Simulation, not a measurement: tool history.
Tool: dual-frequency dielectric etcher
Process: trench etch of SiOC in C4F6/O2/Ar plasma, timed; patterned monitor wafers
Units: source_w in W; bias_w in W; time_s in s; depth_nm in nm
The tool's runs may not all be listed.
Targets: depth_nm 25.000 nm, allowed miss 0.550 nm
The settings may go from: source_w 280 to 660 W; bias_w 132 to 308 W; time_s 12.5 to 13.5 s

run 1 hour=0.0 | source_w=470 bias_w=220 time_s=13.5 | depth_nm=27.563
run 2 hour=6.5 | source_w=450 bias_w=218 time_s=13.5 | depth_nm=27.322
run 3 hour=10.6 | source_w=430 bias_w=215 time_s=13.5 | depth_nm=26.730
run 4 hour=18.9 | source_w=470 bias_w=215 time_s=13.5 | depth_nm=27.424
run 5 hour=25.9 | source_w=470 bias_w=200 time_s=13.5 | depth_nm=27.128
run 6 hour=27.4 | source_w=470 bias_w=200 time_s=13.5 | depth_nm=27.227
run 7 hour=29.8 | source_w=460 bias_w=198 time_s=13.5 | depth_nm=26.776
run 8 hour=37.6 | source_w=450 bias_w=196 time_s=13.5 | depth_nm=26.437

5 next moves are on the table. One of them brings every result within its allowed miss. Which?
run A hour=45.4 | source_w=490 bias_w=162 time_s=13.0 | depth_nm=?
run B hour=45.4 | source_w=490 bias_w=205 time_s=13.0 | depth_nm=?
run C hour=45.4 | source_w=460 bias_w=212 time_s=13.0 | depth_nm=?
run D hour=45.4 | source_w=510 bias_w=245 time_s=13.0 | depth_nm=?
run E hour=45.4 | source_w=510 bias_w=193 time_s=13.0 | depth_nm=?

move=A depth_nm=24.907
move=B depth_nm=26.379
move=C depth_nm=26.117
move=D depth_nm=27.977
move=E depth_nm=26.293
A: meets every target
B: as far off as the last run
C: nearer than the last run, and not there yet
D: further off than the last run
E: nearer than the last run, and not there yet
Answer: A
